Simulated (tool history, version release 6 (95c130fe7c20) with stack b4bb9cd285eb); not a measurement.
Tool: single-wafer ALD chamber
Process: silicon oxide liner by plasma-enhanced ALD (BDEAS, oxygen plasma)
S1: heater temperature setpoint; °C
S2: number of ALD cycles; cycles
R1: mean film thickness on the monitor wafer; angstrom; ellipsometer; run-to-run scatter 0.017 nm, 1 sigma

Run 1, hour 0: S1 320 °C, S2 49 cycles. Result: R1 47.414 angstrom.
Run 2, hour 4.4: S1 321 °C, S2 46 cycles. Result: R1 44.678 angstrom.
Run 3, hour 10.4: S1 321 °C, S2 44 cycles. Result: R1 42.88 angstrom.
Run 4, hour 11.5: S1 321 °C, S2 43 cycles. Result: R1 41.819 angstrom.
Run 5, hour 15.4: S1 321 °C, S2 42 cycles. Result: R1 40.846 angstrom.
Run 6, hour 20.9: S1 321 °C, S2 49 cycles. Result: R1 47.632 angstrom.
Run 7, hour 26.3: S1 321 °C, S2 46 cycles. Result: R1 44.898 angstrom.

Run 8 comes next. What will it give?
At hour 28.8: thermocouple changed; heater temperature recalibrated.
Run 8, hour 28.8: S1 323 °C, S2 38 cycles. Result: R1 ?.

{"run 8": {"R1": 37.033}}
